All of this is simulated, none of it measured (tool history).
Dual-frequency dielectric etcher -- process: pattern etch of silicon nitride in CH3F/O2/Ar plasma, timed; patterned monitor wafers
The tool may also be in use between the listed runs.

| run | hour | source power (kW) | bias power (kW) | etch time (s) | mean etch depth across the wafer (nm) |
|---|---|---|---|---|---|
| 1 | 0.0 | 0.510 | 0.057 | 73 | 55.604 |
| 2 | 8.8 | 0.510 | 0.057 | 76 | 58.052 |
| 3 | 16.4 | 0.470 | 0.055 | 76 | 55.285 |
| 4 | 17.4 | 0.440 | 0.054 | 76 | 53.453 |
| 5 | 22.8 | 0.410 | 0.054 | 76 | 51.999 |
| 6 | 28.1 | 0.410 | 0.063 | 76 | 54.664 |

The next listed run, before its measurement:
| 7 | 28.8 | 0.390 | 0.062 | 76 | ? |

{"run 7": {"mean etch depth across the wafer (nm)": 52.996}}
